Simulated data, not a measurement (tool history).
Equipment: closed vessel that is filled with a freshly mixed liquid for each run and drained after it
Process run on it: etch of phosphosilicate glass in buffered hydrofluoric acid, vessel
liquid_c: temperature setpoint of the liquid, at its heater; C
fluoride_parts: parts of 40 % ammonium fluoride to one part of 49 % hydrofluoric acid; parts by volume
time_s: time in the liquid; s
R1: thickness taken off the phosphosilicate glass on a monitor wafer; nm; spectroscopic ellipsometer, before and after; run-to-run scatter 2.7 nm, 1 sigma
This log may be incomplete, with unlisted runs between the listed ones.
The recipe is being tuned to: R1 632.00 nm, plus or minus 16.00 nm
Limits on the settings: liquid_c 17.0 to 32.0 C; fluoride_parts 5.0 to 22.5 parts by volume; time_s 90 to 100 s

run 1 hour=0.0 | liquid_c=24.0 fluoride_parts=13.5 time_s=90 | R1=274.74
run 2 hour=5.3 | liquid_c=26.5 fluoride_parts=11.5 time_s=90 | R1=370.92
run 3 hour=12.5 | liquid_c=25.0 fluoride_parts=11.5 time_s=90 | R1=340.41
run 4 hour=17.1 | liquid_c=25.0 fluoride_parts=9.0 time_s=90 | R1=415.04
run 5 hour=24.8 | liquid_c=27.0 fluoride_parts=9.0 time_s=90 | R1=466.51
run 6 hour=31.8 | liquid_c=28.5 fluoride_parts=9.0 time_s=90 | R1=502.37
run 7 hour=34.0 | liquid_c=29.5 fluoride_parts=9.0 time_s=90 | R1=529.76
run 8 hour=39.3 | liquid_c=30.5 fluoride_parts=9.0 time_s=90 | R1=561.66
run 9 hour=47.2 | liquid_c=31.0 fluoride_parts=9.0 time_s=90 | R1=573.24

Exercise: of the 5 proposed moves below, exactly one satisfies all targets within the stated allowed misses. Which move is it?
run A hour=55.1 | liquid_c=31.0 fluoride_parts=9.5 time_s=95 | R1=?
run B hour=55.1 | liquid_c=29.0 fluoride_parts=8.0 time_s=90 | R1=?
run C hour=55.1 | liquid_c=32.0 fluoride_parts=10.0 time_s=95 | R1=?
run D hour=55.1 | liquid_c=31.5 fluoride_parts=8.5 time_s=90 | R1=?
run E hour=55.1 | liquid_c=28.5 fluoride_parts=8.0 time_s=95 | R1=?

move=A R1=587.56
move=B R1=589.10
move=C R1=599.26
move=D R1=628.75
move=E R1=605.62
A: closes in on the targets versus the last run, not all within tolerance yet
B: closes in on the targets versus the last run, not all within tolerance yet
C: closes in on the targets versus the last run, not all within tolerance yet
D: each result inside its tolerance
E: closes in on the targets versus the last run, not all within tolerance yet
D meets every target.
